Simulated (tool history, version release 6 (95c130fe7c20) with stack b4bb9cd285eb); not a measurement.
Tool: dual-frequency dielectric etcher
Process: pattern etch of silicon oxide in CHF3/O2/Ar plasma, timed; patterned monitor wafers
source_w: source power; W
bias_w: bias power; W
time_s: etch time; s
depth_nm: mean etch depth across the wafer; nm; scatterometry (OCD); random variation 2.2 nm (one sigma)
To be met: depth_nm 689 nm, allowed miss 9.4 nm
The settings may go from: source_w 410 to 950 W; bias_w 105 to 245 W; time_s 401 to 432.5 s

run	hour	source_w	bias_w	time_s	depth_nm
1	0	680	175	432.5	901.52
2	3.2	610	158	430.5	818.4
3	6.6	560	154	430	770.8
4	8	530	153	430	738.47
5	8.9	510	153	430	721.87
6	14	510	153	432.5	728.61
7	15.9	500	153	432.5	718.22
8	24.6	500	153	432.5	715.29
9	27.7	490	153	432.5	702.79
10	35.6	460	152	432.5	672.42

4 next moves are on the table. One of them brings every result within its allowed miss. Which?
A	43.5	550	120	430	?
B	43.5	490	163	416	?
C	43.5	440	172	424.5	?
D	43.5	500	149	432.5	?

move	depth_nm
A	708.57
B	688.97
C	658.53
D	708.05
A: takes the result that was furthest off past its target
B: meets every target
C: further off than the last run
D: takes the result that was furthest off past its target
Answer: B
